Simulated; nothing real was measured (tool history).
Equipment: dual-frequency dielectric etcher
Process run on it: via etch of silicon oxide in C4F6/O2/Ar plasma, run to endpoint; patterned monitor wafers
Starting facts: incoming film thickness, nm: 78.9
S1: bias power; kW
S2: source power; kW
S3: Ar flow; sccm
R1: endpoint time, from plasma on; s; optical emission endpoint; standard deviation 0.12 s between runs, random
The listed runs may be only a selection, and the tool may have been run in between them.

Run 1, day 0: S1 0.539 kW, S2 0.3 kW, S3 240 sccm. Result: R1 21.074 s.
Run 2, day 0.104: S1 0.625 kW, S2 0.3 kW, S3 240 sccm. Result: R1 19.663 s.
Run 3, day 0.267: S1 0.625 kW, S2 0.28 kW, S3 240 sccm. Result: R1 20.327 s.
Run 4, day 0.612: S1 0.57 kW, S2 0.28 kW, S3 240 sccm. Result: R1 21.21 s.
Run 5, day 0.717: S1 0.557 kW, S2 0.28 kW, S3 240 sccm. Result: R1 21.797 s.
Run 6, day 0.954: S1 0.63 kW, S2 0.28 kW, S3 240 sccm. Result: R1 20.39 s.
Run 7, day 1.271: S1 0.611 kW, S2 0.28 kW, S3 240 sccm. Result: R1 20.692 s.
Run 8, day 1.596: S1 0.595 kW, S2 0.28 kW, S3 240 sccm. Result: R1 21.093 s.
At day 1.738: wet clean of the chamber.
Run 9, day 1.738: S1 0.582 kW, S2 0.28 kW, S3 240 sccm. Result: R1 20.276 s.
Run 10, day 1.9: S1 0.546 kW, S2 0.27 kW, S3 248 sccm. Result: R1 21.47 s.

Run 11 is up next; what results do you expect?
Run 11, day 2.112: S1 0.534 kW, S2 0.27 kW, S3 247 sccm. Result: R1 ?.

{"run 11": {"R1": 21.862}}

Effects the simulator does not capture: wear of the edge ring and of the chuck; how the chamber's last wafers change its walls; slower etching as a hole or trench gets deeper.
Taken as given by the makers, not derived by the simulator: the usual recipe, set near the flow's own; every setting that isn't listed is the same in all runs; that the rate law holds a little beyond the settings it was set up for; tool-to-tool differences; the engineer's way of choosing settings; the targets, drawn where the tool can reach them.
